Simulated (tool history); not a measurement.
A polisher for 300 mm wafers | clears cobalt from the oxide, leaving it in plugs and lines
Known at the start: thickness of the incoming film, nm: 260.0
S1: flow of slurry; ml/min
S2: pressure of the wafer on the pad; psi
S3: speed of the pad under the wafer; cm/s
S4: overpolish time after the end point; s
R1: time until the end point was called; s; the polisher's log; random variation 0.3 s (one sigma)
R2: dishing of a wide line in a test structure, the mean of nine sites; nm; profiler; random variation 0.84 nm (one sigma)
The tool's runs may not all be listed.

run 1 day=0.000 | S1=255 S2=2.1 S3=120 S4=15 | R1=40.809 R2=37.781
run 2 day=0.071 | S1=255 S2=2.2 S3=120 S4=15 | R1=40.259 R2=37.485
run 3 day=0.350 | S1=255 S2=2.2 S3=90 S4=15 | R1=49.865 R2=33.554
run 4 day=0.704 | S1=255 S2=2.3 S3=94 S4=15 | R1=45.111 R2=36.591
run 5 day=1.004 | S1=255 S2=2.3 S3=120 S4=15 | R1=37.290 R2=39.495
run 6 day=1.129 | S1=255 S2=2.3 S3=120 S4=19 | R1=37.255 R2=41.397
run 7 day=1.392 | S1=255 S2=2.3 S3=120 S4=19 | R1=37.924 R2=40.534
run 8 day=1.625 | S1=255 S2=2.4 S3=120 S4=18 | R1=36.421 R2=40.244
run 9 day=1.779 | S1=255 S2=2.5 S3=120 S4=17 | R1=34.450 R2=39.925
run 10 day=1.933 | S1=255 S2=2.6 S3=120 S4=17 | R1=33.387 R2=40.813
run 11 day=2.012 | S1=255 S2=2.7 S3=120 S4=16 | R1=32.070 R2=40.820
run 12 day=2.321 | S1=255 S2=2.8 S3=120 S4=15 | R1=30.532 R2=40.370
run 13 day=2.433 | S1=255 S2=3.0 S3=120 S4=14 | R1=28.711 R2=39.297

Run 14 comes next. What will it give?
run 14 day=2.604 | S1=255 S2=3.1 S3=120 S4=14 | R1=? R2=?

R1: 27.958 s
R2: 39.889 nm
